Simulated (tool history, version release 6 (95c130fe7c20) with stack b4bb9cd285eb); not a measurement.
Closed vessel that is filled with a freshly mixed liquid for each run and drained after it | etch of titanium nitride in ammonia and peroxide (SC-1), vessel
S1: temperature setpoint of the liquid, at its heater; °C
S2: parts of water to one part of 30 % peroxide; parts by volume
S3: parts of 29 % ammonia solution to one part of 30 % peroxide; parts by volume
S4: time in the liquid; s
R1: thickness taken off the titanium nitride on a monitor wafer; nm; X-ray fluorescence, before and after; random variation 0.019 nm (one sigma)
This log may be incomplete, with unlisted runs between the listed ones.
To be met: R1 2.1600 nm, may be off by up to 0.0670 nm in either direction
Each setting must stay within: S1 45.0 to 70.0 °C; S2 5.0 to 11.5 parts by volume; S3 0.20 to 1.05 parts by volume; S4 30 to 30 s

Run 1, hour 0.0: S1 61.0 °C, S2 6.5 parts by volume, S3 0.55 parts by volume, S4 30 s. Result: R1 3.5188 nm.
Run 2, hour 8.1: S1 61.0 °C, S2 5.0 parts by volume, S3 0.55 parts by volume, S4 30 s. Result: R1 4.0475 nm.
Run 3, hour 14.2: S1 65.5 °C, S2 5.0 parts by volume, S3 0.55 parts by volume, S4 30 s. Result: R1 5.4135 nm.
Run 4, hour 19.5: S1 63.5 °C, S2 5.0 parts by volume, S3 0.55 parts by volume, S4 30 s. Result: R1 4.7457 nm.
Run 5, hour 26.0: S1 61.5 °C, S2 5.0 parts by volume, S3 0.55 parts by volume, S4 30 s. Result: R1 4.2029 nm.
Run 6, hour 27.9: S1 60.0 °C, S2 5.0 parts by volume, S3 0.55 parts by volume, S4 30 s. Result: R1 3.7819 nm.
Run 7, hour 33.1: S1 58.5 °C, S2 5.0 parts by volume, S3 0.55 parts by volume, S4 30 s. Result: R1 3.4119 nm.
Run 8, hour 36.4: S1 57.5 °C, S2 5.0 parts by volume, S3 0.55 parts by volume, S4 30 s. Result: R1 3.1831 nm.
Run 9, hour 40.2: S1 57.5 °C, S2 5.0 parts by volume, S3 0.55 parts by volume, S4 30 s. Result: R1 3.2357 nm.
Run 10, hour 46.4: S1 56.5 °C, S2 5.0 parts by volume, S3 0.55 parts by volume, S4 30 s. Result: R1 2.9839 nm.
Run 11, hour 50.2: S1 55.5 °C, S2 5.0 parts by volume, S3 0.55 parts by volume, S4 30 s. Result: R1 2.8146 nm.
Run 12, hour 52.7: S1 55.5 °C, S2 5.0 parts by volume, S3 0.55 parts by volume, S4 30 s. Result: R1 2.7934 nm.
Run 13, hour 54.8: S1 55.5 °C, S2 5.0 parts by volume, S3 0.55 parts by volume, S4 30 s. Result: R1 2.8378 nm.
Run 14, hour 56.2: S1 50.5 °C, S2 5.0 parts by volume, S3 0.55 parts by volume, S4 30 s. Result: R1 1.9616 nm.

Exactly one of the 5 candidate moves below puts every result within its allowed miss. Which one?
Run A, hour 57.6: S1 52.5 °C, S2 5.0 parts by volume, S3 0.40 parts by volume, S4 30 s. Result: R1 ?.
Run B, hour 57.6: S1 52.5 °C, S2 5.5 parts by volume, S3 0.30 parts by volume, S4 30 s. Result: R1 ?.
Run C, hour 57.6: S1 51.5 °C, S2 5.5 parts by volume, S3 0.55 parts by volume, S4 30 s. Result: R1 ?.
Run D, hour 57.6: S1 50.5 °C, S2 6.5 parts by volume, S3 0.60 parts by volume, S4 30 s. Result: R1 ?.
Run E, hour 57.6: S1 53.0 °C, S2 5.0 parts by volume, S3 0.50 parts by volume, S4 30 s. Result: R1 ?.

move      R1
   A  2.1913
   B  1.9937
   C  2.0582
   D  1.7978
   E  2.3503
A: all results in spec
B: an improvement on the last run, though not all results are within tolerance
C: an improvement on the last run, though not all results are within tolerance
D: the biggest miss grows against the last run
E: carries the result that was furthest off beyond its target, to the other side
Go with A: it meets all targets.
